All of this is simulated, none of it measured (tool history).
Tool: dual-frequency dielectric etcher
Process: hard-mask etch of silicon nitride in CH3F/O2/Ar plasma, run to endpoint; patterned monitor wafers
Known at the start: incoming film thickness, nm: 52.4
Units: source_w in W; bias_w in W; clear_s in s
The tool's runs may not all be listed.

run 1 hour=0 | source_w=470 bias_w=62 | clear_s=79.954
run 2 hour=4.9 | source_w=470 bias_w=68 | clear_s=76.23
run 3 hour=8.3 | source_w=410 bias_w=68 | clear_s=81.872
run 4 hour=10.1 | source_w=410 bias_w=72 | clear_s=80.811
run 5 hour=13.8 | source_w=440 bias_w=73 | clear_s=76.743
run 6 hour=20.1 | source_w=360 bias_w=73 | clear_s=84.499

Forecast run 7:
run 7 hour=29 | source_w=390 bias_w=74 | clear_s=?

{"run 7": {"clear_s": 81.378}}
